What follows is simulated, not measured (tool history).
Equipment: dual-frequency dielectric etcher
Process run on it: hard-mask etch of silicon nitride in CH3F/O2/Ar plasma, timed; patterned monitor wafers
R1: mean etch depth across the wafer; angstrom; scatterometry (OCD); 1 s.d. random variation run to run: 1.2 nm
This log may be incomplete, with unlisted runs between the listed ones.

{"run": 1, "hour": 0.0, "source power (kW)": 0.51, "bias power (kW)": 0.097, "etch time (s)": 307.5, "R1": 2599.1}
{"run": 2, "hour": 9.0, "source power (kW)": 0.47, "bias power (kW)": 0.093, "etch time (s)": 307.5, "R1": 2520}
{"run": 3, "hour": 13.4, "source power (kW)": 0.43, "bias power (kW)": 0.087, "etch time (s)": 307.5, "R1": 2358.2}
{"run": 4, "hour": 22.4, "source power (kW)": 0.43, "bias power (kW)": 0.074, "etch time (s)": 307.5, "R1": 2223.8}
{"run": 5, "hour": 26.8, "source power (kW)": 0.52, "bias power (kW)": 0.074, "etch time (s)": 307.5, "R1": 2358.1}
{"run": 6, "hour": 30.9, "source power (kW)": 0.5, "bias power (kW)": 0.073, "etch time (s)": 307.5, "R1": 2327.3}
{"run": 7, "hour": 39.6, "source power (kW)": 0.48, "bias power (kW)": 0.072, "etch time (s)": 307.5, "R1": 2296.2}

Forecast run 8:
{"run": 8, "hour": 48.5, "source power (kW)": 0.46, "bias power (kW)": 0.071, "etch time (s)": 307.5, "R1": "?"}

Run 8 produced R1 2220.6 angstrom.

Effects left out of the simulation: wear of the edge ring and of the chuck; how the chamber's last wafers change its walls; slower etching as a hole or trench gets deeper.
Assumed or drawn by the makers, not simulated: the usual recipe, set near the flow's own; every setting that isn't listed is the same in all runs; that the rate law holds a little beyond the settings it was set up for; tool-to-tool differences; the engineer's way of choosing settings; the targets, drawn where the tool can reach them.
